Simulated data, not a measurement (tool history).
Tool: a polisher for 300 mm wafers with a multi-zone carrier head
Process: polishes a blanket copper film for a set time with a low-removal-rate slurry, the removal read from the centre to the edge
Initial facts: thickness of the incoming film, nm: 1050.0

run,hour,flow of slurry (ml/min),pressure of the head's centre zone,pressure of the head's middle zone,pressure of the head's edge zone,abrasive content of the slurry,polishing time (s),film removed at the wafer's centre (Å),film removed at mid-radius (Å),film removed at the wafer's edge (Å)
1,0,240,1,1,1,1,61,1952,1886,1936.2
2,5.1,240,0.94,1,1,1,61,1847.9,1880.3,1929.3
3,10.3,245,0.94,1,1.02,1.05,61,1837,1938.9,1974.1
4,17.1,245,0.95,1,1.04,1.05,61,1853.7,1914.1,1987.7
5,20.4,245,0.95,1.05,1.04,1.05,61,1866.1,2005,1987.1
6,28.3,250,0.95,1.04,1.05,1.1,61,1913.2,2008.2,2041.4
7,36.1,255,0.95,1.04,1.06,1.1,61,1874.1,2042.8,2019.4

Forecast run 8:
8,40.1,250,0.95,1.03,1.07,1.15,61,?,?,?

film removed at the wafer's centre (Å): 1912.9
film removed at mid-radius (Å): 2023.4
film removed at the wafer's edge (Å): 2080.5
